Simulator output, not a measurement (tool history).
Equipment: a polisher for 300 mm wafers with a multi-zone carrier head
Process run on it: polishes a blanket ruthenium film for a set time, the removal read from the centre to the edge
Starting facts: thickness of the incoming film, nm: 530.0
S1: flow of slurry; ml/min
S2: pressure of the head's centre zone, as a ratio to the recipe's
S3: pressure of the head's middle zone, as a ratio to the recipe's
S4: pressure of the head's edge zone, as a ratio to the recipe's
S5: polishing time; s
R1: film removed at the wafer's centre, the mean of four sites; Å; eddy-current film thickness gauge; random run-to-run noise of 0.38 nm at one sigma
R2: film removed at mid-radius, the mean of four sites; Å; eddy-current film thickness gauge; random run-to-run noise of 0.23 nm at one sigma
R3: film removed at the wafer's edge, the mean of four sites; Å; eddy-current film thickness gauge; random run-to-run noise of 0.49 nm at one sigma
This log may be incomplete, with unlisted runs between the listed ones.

run    day   S1    S2    S3    S4  S5      R1      R2      R3
  1  0.000  245  1.00  1.00  1.00  44  499.73  505.55  501.81
  2  0.292  235  0.96  0.97  1.00  42  459.00  467.57  470.06
  3  0.438  235  0.96  0.97  0.95  42  471.71  473.38  457.25
  4  0.642  235  0.96  0.90  0.95  42  461.14  441.61  466.97
  5  0.729  230  0.93  0.89  0.97  40  415.04  416.20  445.48
  6  0.912  265  0.93  0.89  0.97  40  425.64  420.82  448.42
  7  0.975  260  0.91  0.87  0.98  39  404.13  402.51  441.26
  8  1.100  255  0.89  0.86  0.98  38  378.62  386.67  423.91
  9  1.433  250  0.88  0.85  0.99  37  374.13  375.50  419.91
 10  1.804  250  0.87  0.85  1.00  36  357.91  361.57  406.58
 11  1.988  245  0.86  0.85  1.01  35  337.84  355.01  401.22

Forecast run 12:
 12  2.200  240  0.85  0.84  1.01  35   ?   ?   ?

R1: 334.75 Å
R2: 343.34 Å
R3: 401.57 Å
